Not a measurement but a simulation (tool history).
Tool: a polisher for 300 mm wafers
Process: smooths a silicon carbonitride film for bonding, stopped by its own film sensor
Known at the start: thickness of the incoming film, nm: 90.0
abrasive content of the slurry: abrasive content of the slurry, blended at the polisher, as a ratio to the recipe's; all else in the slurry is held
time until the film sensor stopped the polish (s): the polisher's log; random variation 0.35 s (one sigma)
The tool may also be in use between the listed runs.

run  hour  flow of slurry (ml/min)  pressure of the wafer on the pad (kPa)  speed of the pad under the wafer (m/s)  abrasive content of the slurry  target thickness at which the film sensor stops the polish (angstrom)  time until the film sensor stopped the polish (s)
  1   0.0                      240                                    17.2                                    0.88                            1.00                                                                    800                                             35.658
  2   2.8                      240                                    17.2                                    0.88                            1.10                                                                    800                                             34.885
  3   5.7                      240                                    20.7                                    0.88                            1.10                                                                    800                                             29.573
  4   9.8                      240                                    22.1                                    0.94                            1.10                                                                    800                                             25.614
  5  17.1                      200                                    22.1                                    0.94                            1.10                                                                    800                                             27.069
  6  20.9                      165                                    22.1                                    0.94                            1.10                                                                    800                                             26.160
  7  26.5                      165                                    22.8                                    0.98                            1.10                                                                    800                                             25.128
  8  30.7                      165                                    23.4                                    1.02                            1.10                                                                    800                                             24.139
  9  36.5                      165                                    24.1                                    1.06                            1.15                                                                    800                                             22.556

Run 10 comes next. What will it give?
 10  41.4                      165                                    24.8                                    1.08                            1.15                                                                    800                                                  ?

Run 10 gave time until the film sensor stopped the polish (s) 20.972.
